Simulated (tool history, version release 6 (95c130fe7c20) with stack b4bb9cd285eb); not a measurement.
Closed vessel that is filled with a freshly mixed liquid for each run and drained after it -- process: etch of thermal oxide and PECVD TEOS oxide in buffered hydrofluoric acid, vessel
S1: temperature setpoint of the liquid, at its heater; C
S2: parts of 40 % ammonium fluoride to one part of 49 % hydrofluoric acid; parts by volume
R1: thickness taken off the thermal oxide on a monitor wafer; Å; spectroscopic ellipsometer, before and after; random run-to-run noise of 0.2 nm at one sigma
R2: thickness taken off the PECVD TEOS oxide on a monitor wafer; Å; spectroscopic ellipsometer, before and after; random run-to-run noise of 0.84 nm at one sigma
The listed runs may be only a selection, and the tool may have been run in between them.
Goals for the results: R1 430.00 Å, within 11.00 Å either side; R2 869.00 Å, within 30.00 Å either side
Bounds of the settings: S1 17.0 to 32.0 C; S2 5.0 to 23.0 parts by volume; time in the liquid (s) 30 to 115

{"run": 1, "day": 0.0, "S1": 25.0, "S2": 14.0, "time in the liquid (s)": 60, "R1": 548.87, "R2": 1092.3}
{"run": 2, "day": 0.342, "S1": 25.0, "S2": 15.5, "time in the liquid (s)": 60, "R1": 499.46, "R2": 1000.7}
{"run": 3, "day": 0.696, "S1": 25.0, "S2": 15.5, "time in the liquid (s)": 40, "R1": 331.07, "R2": 671.19}
{"run": 4, "day": 0.979, "S1": 25.0, "S2": 18.5, "time in the liquid (s)": 40, "R1": 279.79, "R2": 567.38}
{"run": 5, "day": 1.238, "S1": 23.0, "S2": 18.5, "time in the liquid (s)": 40, "R1": 250.54, "R2": 498.32}
{"run": 6, "day": 1.325, "S1": 25.0, "S2": 18.0, "time in the liquid (s)": 40, "R1": 287.79, "R2": 573.32}
{"run": 7, "day": 1.362, "S1": 27.0, "S2": 18.0, "time in the liquid (s)": 40, "R1": 318.62, "R2": 645.22}
{"run": 8, "day": 1.604, "S1": 28.5, "S2": 18.0, "time in the liquid (s)": 40, "R1": 343.09, "R2": 700.22}
{"run": 9, "day": 1.646, "S1": 29.5, "S2": 17.5, "time in the liquid (s)": 40, "R1": 375.0, "R2": 759.16}
{"run": 10, "day": 2.008, "S1": 30.0, "S2": 17.5, "time in the liquid (s)": 40, "R1": 384.29, "R2": 782.11}
{"run": 11, "day": 2.283, "S1": 30.5, "S2": 17.5, "time in the liquid (s)": 40, "R1": 392.99, "R2": 800.53}
{"run": 12, "day": 2.325, "S1": 31.0, "S2": 17.5, "time in the liquid (s)": 40, "R1": 405.48, "R2": 806.62}
{"run": 13, "day": 2.475, "S1": 31.5, "S2": 17.5, "time in the liquid (s)": 40, "R1": 417.4, "R2": 841.17}

Exactly one of the 4 candidate moves below puts every result within its allowed miss. Which one?
{"run": "A", "day": 2.625, "S1": 32.0, "S2": 17.5, "time in the liquid (s)": 40, "R1": "?", "R2": "?"}
{"run": "B", "day": 2.625, "S1": 32.0, "S2": 13.5, "time in the liquid (s)": 30, "R1": "?", "R2": "?"}
{"run": "C", "day": 2.625, "S1": 27.5, "S2": 18.0, "time in the liquid (s)": 50, "R1": "?", "R2": "?"}
{"run": "D", "day": 2.625, "S1": 31.5, "S2": 15.5, "time in the liquid (s)": 35, "R1": "?", "R2": "?"}

move=A R1=426.61 R2=869.73
move=B R1=412.54 R2=841.04
move=C R1=409.08 R2=833.99
move=D R1=409.64 R2=835.14
A: meets every target
B: further off than the last run
C: further off than the last run
D: further off than the last run
Move A is the one to make.
